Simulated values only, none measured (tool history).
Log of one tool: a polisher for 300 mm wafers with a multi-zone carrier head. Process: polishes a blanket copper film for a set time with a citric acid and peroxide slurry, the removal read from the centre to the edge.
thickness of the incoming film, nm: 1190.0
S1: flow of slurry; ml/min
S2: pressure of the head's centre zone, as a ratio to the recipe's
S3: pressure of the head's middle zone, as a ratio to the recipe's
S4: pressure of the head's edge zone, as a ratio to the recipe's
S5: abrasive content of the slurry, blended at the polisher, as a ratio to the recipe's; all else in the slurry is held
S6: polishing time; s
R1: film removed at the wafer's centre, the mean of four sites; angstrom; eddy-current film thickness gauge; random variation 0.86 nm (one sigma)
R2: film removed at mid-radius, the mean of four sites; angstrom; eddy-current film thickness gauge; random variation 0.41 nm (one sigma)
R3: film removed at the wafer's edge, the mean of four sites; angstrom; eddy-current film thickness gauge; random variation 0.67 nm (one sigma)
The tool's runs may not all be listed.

run,day,S1,S2,S3,S4,S5,S6,R1,R2,R3
1,0.000,120,1.00,1.00,1.00,1.00,38,890.94,894.97,906.95
2,0.242,120,1.01,1.00,0.96,0.90,37,870.58,852.65,855.60
3,0.438,120,1.01,1.00,0.96,0.90,40,944.71,918.84,924.35
4,0.758,120,1.01,1.00,0.96,0.80,40,912.82,900.85,890.04
5,1.129,120,1.01,0.96,0.96,0.80,40,927.81,878.74,905.67
6,1.308,120,0.93,0.96,0.96,0.80,40,848.65,883.48,911.11
7,1.471,115,0.96,0.97,0.93,0.75,38,823.35,821.89,833.38
8,1.704,110,0.97,0.98,0.91,0.70,37,778.49,788.47,789.52

Forecast run 9:
9,1.742,105,1.00,0.99,0.89,0.65,36,?,?,?

R1: 756.57 angstrom
R2: 753.30 angstrom
R3: 733.90 angstrom

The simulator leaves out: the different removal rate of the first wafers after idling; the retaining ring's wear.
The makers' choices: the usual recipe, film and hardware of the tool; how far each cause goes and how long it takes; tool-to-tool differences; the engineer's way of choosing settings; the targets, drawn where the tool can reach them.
